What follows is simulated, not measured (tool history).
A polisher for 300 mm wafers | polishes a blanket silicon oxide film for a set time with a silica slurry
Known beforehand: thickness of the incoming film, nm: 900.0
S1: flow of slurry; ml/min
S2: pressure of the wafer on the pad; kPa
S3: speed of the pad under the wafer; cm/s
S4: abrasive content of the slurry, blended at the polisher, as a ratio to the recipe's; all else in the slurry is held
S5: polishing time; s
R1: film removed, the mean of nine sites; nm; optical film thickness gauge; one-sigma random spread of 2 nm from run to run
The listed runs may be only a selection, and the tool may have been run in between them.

run,hour,S1,S2,S3,S4,S5,R1
1,0.0,310,35.9,118,1.0,72,252.83
2,6.2,310,34.5,118,1.0,72,249.27
3,12.5,310,34.5,118,1.2,72,267.57
4,20.0,310,34.5,118,1.2,76,292.27
5,26.8,310,34.5,94,1.2,76,245.93
6,32.3,310,34.5,110,1.2,76,277.66
7,34.1,310,32.4,110,1.2,76,260.64

Run 8, settings as shown, results not yet in. Your forecast:
8,38.1,310,24.1,108,1.2,76,?

R1: 193.52 nm

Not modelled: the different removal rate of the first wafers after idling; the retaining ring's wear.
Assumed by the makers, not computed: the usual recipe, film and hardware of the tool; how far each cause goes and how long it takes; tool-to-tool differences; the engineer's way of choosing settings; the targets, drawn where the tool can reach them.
